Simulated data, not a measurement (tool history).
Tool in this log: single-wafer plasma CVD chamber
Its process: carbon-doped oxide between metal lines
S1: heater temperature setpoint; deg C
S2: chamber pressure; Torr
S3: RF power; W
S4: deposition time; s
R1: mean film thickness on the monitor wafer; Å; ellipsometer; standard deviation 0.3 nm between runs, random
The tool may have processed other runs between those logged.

run  hour   S1    S2   S3    S4      R1
  1   0.0  335  3.62  480  12.2  608.48
  2   8.8  329  3.62  480  12.2  617.09
  3   9.5  329  3.62  515  12.2  658.62
  4  17.9  329  4.14  515  12.2  662.37
  5  20.5  329  4.74  515  12.2  674.77
  6  26.4  331  4.64  505  12.2  651.34

Predict the results of run 7:
  7  30.0  333  4.60  500  12.2   ?

{"run 7": {"R1": 647.48}}
